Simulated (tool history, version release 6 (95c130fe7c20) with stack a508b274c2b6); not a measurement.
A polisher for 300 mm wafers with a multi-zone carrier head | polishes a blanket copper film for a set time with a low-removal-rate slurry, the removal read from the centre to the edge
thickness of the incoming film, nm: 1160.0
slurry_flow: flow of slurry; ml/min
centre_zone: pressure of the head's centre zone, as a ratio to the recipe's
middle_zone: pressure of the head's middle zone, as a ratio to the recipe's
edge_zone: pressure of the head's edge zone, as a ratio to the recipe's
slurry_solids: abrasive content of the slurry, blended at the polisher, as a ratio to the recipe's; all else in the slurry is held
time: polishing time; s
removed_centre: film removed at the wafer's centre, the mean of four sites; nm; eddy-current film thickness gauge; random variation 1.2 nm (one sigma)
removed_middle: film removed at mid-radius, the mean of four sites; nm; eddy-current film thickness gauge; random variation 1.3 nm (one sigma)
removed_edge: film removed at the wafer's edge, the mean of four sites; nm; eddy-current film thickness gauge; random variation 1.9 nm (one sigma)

run 1 day=0 | slurry_flow=165 centre_zone=1 middle_zone=1 edge_zone=1 slurry_solids=1 time=75 | removed_centre=243.55 removed_middle=243.59 removed_edge=228.04
run 2 day=0.338 | slurry_flow=150 centre_zone=0.97 middle_zone=0.95 edge_zone=0.97 slurry_solids=0.85 time=71 | removed_centre=212.92 removed_middle=207.21 removed_edge=207.98
run 3 day=0.392 | slurry_flow=150 centre_zone=0.97 middle_zone=0.9 edge_zone=0.97 slurry_solids=0.85 time=71 | removed_centre=214.47 removed_middle=197.95 removed_edge=205.17
run 4 day=0.604 | slurry_flow=120 centre_zone=0.97 middle_zone=0.9 edge_zone=0.97 slurry_solids=0.85 time=71 | removed_centre=198.62 removed_middle=190.65 removed_edge=197.56
run 5 day=0.879 | slurry_flow=120 centre_zone=0.97 middle_zone=0.9 edge_zone=0.97 slurry_solids=0.75 time=71 | removed_centre=195.43 removed_middle=183.01 removed_edge=192.11
run 6 day=1.133 | slurry_flow=115 centre_zone=0.95 middle_zone=0.9 edge_zone=0.94 slurry_solids=0.65 time=69 | removed_centre=179.85 removed_middle=172.05 removed_edge=178.33
-- day=1.158 edge zone pressure recalibrated
run 7 day=1.158 | slurry_flow=110 centre_zone=0.93 middle_zone=0.88 edge_zone=0.91 slurry_solids=0.6 time=69 | removed_centre=174.89 removed_middle=164.21 removed_edge=179.21
run 8 day=1.438 | slurry_flow=110 centre_zone=0.93 middle_zone=0.89 edge_zone=0.91 slurry_solids=0.55 time=67 | removed_centre=166.63 removed_middle=159.56 removed_edge=170.18
run 9 day=1.696 | slurry_flow=110 centre_zone=0.93 middle_zone=0.9 edge_zone=0.9 slurry_solids=0.55 time=66 | removed_centre=165.63 removed_middle=158.42 removed_edge=168.09

Forecast run 10:
run 10 day=2.042 | slurry_flow=110 centre_zone=0.93 middle_zone=0.91 edge_zone=0.9 slurry_solids=0.55 time=66 | removed_centre=? removed_middle=? removed_edge=?

{"run 10": {"removed_centre": 163.85, "removed_middle": 159.1, "removed_edge": 169.13}}
